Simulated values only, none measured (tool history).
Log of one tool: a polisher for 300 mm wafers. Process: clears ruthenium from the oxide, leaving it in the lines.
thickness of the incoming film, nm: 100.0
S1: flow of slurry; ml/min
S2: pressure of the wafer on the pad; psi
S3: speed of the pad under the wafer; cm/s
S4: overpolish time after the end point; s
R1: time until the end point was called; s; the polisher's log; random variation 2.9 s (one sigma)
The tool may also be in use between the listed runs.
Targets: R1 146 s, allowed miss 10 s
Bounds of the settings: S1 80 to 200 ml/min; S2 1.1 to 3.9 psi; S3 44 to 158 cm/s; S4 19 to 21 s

run,hour,S1,S2,S3,S4,R1
1,0,130,2.5,100,19,78.415
2,0.7,130,2.2,98,19,85.47
3,4.4,130,2,92,19,94.541
4,13.3,130,1.8,86,19,104.31
5,21.4,130,1.6,82,19,119.53
6,22.8,130,1.6,104,19,97.131
7,25.1,130,1.5,98,19,105.91
8,33.8,130,1.4,92,19,118.49
9,37.8,130,1.4,92,19,111.66
10,43.2,130,1.3,88,19,122.96

4 next moves are on the table. One of them brings every result within its allowed miss. Which?
A,48.6,120,1.1,80,20,?
B,48.6,120,1.1,64,19,?
C,48.6,125,1.2,92,19,?
D,48.6,130,1.5,84,20,?

move,R1
A,142.51
B,176.49
C,119.33
D,117.17
A: meets every target
B: takes the result that was furthest off past its target
C: further off than the last run
D: further off than the last run
Move A is the one to make.
